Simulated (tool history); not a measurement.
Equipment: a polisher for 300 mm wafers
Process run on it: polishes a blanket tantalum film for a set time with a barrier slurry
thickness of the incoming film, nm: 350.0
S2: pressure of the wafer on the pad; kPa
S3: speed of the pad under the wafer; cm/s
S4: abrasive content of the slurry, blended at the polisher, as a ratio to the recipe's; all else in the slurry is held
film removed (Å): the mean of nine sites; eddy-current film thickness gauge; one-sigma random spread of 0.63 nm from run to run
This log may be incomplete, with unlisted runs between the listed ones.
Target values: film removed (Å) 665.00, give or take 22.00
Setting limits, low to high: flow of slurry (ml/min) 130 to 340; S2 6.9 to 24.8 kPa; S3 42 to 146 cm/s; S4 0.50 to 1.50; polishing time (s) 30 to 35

Run 1, day 0.000: flow of slurry (ml/min) 220, S2 15.9 kPa, S3 94 cm/s, S4 1.00, polishing time (s) 35. Result: film removed (Å) 533.44.
Run 2, day 0.108: flow of slurry (ml/min) 265, S2 15.9 kPa, S3 94 cm/s, S4 1.00, polishing time (s) 35. Result: film removed (Å) 538.53.
Run 3, day 0.308: flow of slurry (ml/min) 265, S2 15.9 kPa, S3 94 cm/s, S4 1.00, polishing time (s) 30. Result: film removed (Å) 461.60.
Run 4, day 0.588: flow of slurry (ml/min) 265, S2 17.2 kPa, S3 94 cm/s, S4 1.00, polishing time (s) 30. Result: film removed (Å) 501.67.
Run 5, day 0.938: flow of slurry (ml/min) 265, S2 17.2 kPa, S3 94 cm/s, S4 0.90, polishing time (s) 30. Result: film removed (Å) 480.78.
Run 6, day 1.054: flow of slurry (ml/min) 265, S2 17.2 kPa, S3 108 cm/s, S4 0.90, polishing time (s) 30. Result: film removed (Å) 532.99.
Run 7, day 1.192: flow of slurry (ml/min) 265, S2 17.2 kPa, S3 108 cm/s, S4 0.90, polishing time (s) 30. Result: film removed (Å) 534.66.
Run 8, day 1.325: flow of slurry (ml/min) 265, S2 18.6 kPa, S3 108 cm/s, S4 0.90, polishing time (s) 30. Result: film removed (Å) 574.88.
Run 9, day 1.388: flow of slurry (ml/min) 265, S2 19.3 kPa, S3 108 cm/s, S4 0.90, polishing time (s) 30. Result: film removed (Å) 596.47.
Run 10, day 1.492: flow of slurry (ml/min) 265, S2 20.0 kPa, S3 108 cm/s, S4 0.90, polishing time (s) 30. Result: film removed (Å) 618.52.
Run 11, day 1.675: flow of slurry (ml/min) 265, S2 20.0 kPa, S3 108 cm/s, S4 0.90, polishing time (s) 30. Result: film removed (Å) 615.06.
Run 12, day 1.867: flow of slurry (ml/min) 265, S2 20.7 kPa, S3 108 cm/s, S4 0.90, polishing time (s) 30. Result: film removed (Å) 633.37.

5 candidate next runs follow, results not yet known. Just one meets every target within its allowed miss. Identify it.
Run A, day 2.058: flow of slurry (ml/min) 255, S2 20.7 kPa, S3 118 cm/s, S4 0.90, polishing time (s) 32. Result: film removed (Å) ?.
Run B, day 2.058: flow of slurry (ml/min) 335, S2 22.8 kPa, S3 94 cm/s, S4 1.00, polishing time (s) 30. Result: film removed (Å) ?.
Run C, day 2.058: flow of slurry (ml/min) 275, S2 19.3 kPa, S3 102 cm/s, S4 0.85, polishing time (s) 33. Result: film removed (Å) ?.
Run D, day 2.058: flow of slurry (ml/min) 260, S2 23.4 kPa, S3 78 cm/s, S4 0.90, polishing time (s) 33. Result: film removed (Å) ?.
Run E, day 2.058: flow of slurry (ml/min) 340, S2 24.1 kPa, S3 80 cm/s, S4 0.95, polishing time (s) 35. Result: film removed (Å) ?.

move  film removed (Å)
   A            731.07
   B            673.29
   C            613.27
   D            611.92
   E            718.22
A: pushes the last run's worst result past its target
B: meets every target
C: further off than the last run
D: further off than the last run
E: pushes the last run's worst result past its target
Move B is the one to make.

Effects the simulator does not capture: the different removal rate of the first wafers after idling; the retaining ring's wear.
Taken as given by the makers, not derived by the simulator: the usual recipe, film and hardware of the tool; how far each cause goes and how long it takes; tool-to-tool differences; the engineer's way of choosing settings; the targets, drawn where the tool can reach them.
